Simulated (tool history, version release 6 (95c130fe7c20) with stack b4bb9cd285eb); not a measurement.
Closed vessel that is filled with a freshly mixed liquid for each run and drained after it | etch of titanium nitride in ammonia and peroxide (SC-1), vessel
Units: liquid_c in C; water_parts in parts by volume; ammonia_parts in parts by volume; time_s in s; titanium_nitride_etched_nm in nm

run  hour  liquid_c  water_parts  ammonia_parts  time_s  titanium_nitride_etched_nm
  1   0.0      53.0         28.5           0.55     120                      7.4895
  2   8.2      49.0         29.5           0.55     120                      5.5380
  3  13.0      46.0         30.0           0.55     120                      4.3548
  4  17.5      42.0         30.0           0.55     120                      3.3444
  5  21.9      41.0         30.5           0.55     120                      3.0664
  6  30.6      41.0         30.5           0.35     120                      2.8105
  7  34.4      40.5         30.5           0.35     120                      2.6576

The next listed run, before its measurement:
  8  39.2      40.0         30.5           0.35     120                           ?

Run 8 gave titanium_nitride_etched_nm 2.6010 nm.
